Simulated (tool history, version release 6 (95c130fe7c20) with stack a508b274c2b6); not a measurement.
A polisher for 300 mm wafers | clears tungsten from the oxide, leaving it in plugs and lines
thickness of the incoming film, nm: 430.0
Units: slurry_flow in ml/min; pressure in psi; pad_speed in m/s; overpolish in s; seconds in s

| run | hour | slurry_flow | pressure | pad_speed | slurry_solids | overpolish | seconds |
|---|---|---|---|---|---|---|---|
| 1 | 0.0 | 155 | 4.4 | 1.04 | 1.0 | 6 | 87.410 |
| 2 | 2.5 | 155 | 4.3 | 1.04 | 1.0 | 6 | 86.370 |
| 3 | 6.6 | 180 | 4.3 | 1.04 | 1.0 | 6 | 86.119 |
| 4 | 10.1 | 180 | 4.3 | 1.04 | 1.1 | 6 | 85.191 |
| 5 | 10.8 | 180 | 4.2 | 1.04 | 1.1 | 6 | 86.405 |
| 6 | 13.8 | 180 | 5.2 | 1.04 | 1.1 | 6 | 69.701 |
| 7 | 20.2 | 180 | 5.0 | 1.04 | 1.1 | 6 | 72.950 |
| 8 | 21.4 | 180 | 4.8 | 1.04 | 1.1 | 6 | 72.907 |
| 9 | 28.9 | 180 | 4.6 | 1.04 | 1.1 | 6 | 77.951 |
| 10 | 37.3 | 180 | 4.4 | 1.04 | 1.1 | 6 | 80.902 |
| 11 | 44.8 | 180 | 4.2 | 1.04 | 1.1 | 6 | 85.136 |
| 12 | 49.2 | 180 | 4.1 | 1.04 | 1.1 | 6 | 86.277 |

Run 13 comes next. What will it give?
| 13 | 56.8 | 180 | 4.0 | 1.04 | 1.1 | 6 | ? |

seconds: 88.823 s
